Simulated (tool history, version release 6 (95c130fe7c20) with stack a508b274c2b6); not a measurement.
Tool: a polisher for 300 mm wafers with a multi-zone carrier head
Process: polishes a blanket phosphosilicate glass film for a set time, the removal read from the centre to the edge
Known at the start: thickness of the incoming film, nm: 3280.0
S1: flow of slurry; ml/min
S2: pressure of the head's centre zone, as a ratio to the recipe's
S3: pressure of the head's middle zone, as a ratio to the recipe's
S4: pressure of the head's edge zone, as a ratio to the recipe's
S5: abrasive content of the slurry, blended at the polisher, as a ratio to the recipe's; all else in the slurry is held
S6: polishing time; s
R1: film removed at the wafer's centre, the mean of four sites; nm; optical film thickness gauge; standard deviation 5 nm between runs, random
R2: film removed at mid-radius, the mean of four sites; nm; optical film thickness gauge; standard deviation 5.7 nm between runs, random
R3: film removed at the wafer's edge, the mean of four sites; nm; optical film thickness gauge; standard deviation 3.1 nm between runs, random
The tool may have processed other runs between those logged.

{"run": 1, "hour": 0.0, "S1": 140, "S2": 1, "S3": 1, "S4": 1, "S5": 1, "S6": 83, "R1": 814.2, "R2": 810.9, "R3": 820.23}
{"run": 2, "hour": 2.1, "S1": 135, "S2": 0.97, "S3": 1.01, "S4": 0.97, "S5": 0.9, "S6": 81, "R1": 736.46, "R2": 773.48, "R3": 756.1}
{"run": 3, "hour": 6.7, "S1": 130, "S2": 0.95, "S3": 1.01, "S4": 0.95, "S5": 0.8, "S6": 78, "R1": 652.74, "R2": 716.91, "R3": 682.94}
{"run": 4, "hour": 13.3, "S1": 125, "S2": 0.94, "S3": 1.01, "S4": 0.93, "S5": 0.75, "S6": 77, "R1": 630.96, "R2": 677.28, "R3": 663.91}
{"run": 5, "hour": 18.0, "S1": 125, "S2": 0.93, "S3": 1.03, "S4": 0.92, "S5": 0.7, "S6": 75, "R1": 585.77, "R2": 639.65, "R3": 622.37}
{"run": 6, "hour": 26.1, "S1": 125, "S2": 0.92, "S3": 1.06, "S4": 0.9, "S5": 0.65, "S6": 74, "R1": 551.58, "R2": 638.92, "R3": 591.29}
{"run": 7, "hour": 29.3, "S1": 95, "S2": 0.89, "S3": 1.06, "S4": 0.81, "S5": 0.5, "S6": 74, "R1": 445.13, "R2": 526.43, "R3": 489.74}

For run 8, what comes out?
{"run": 8, "hour": 34.9, "S1": 100, "S2": 0.89, "S3": 1.07, "S4": 0.81, "S5": 0.5, "S6": 74, "R1": "?", "R2": "?", "R3": "?"}

{"run 8": {"R1": 460.29, "R2": 550.64, "R3": 495.81}}

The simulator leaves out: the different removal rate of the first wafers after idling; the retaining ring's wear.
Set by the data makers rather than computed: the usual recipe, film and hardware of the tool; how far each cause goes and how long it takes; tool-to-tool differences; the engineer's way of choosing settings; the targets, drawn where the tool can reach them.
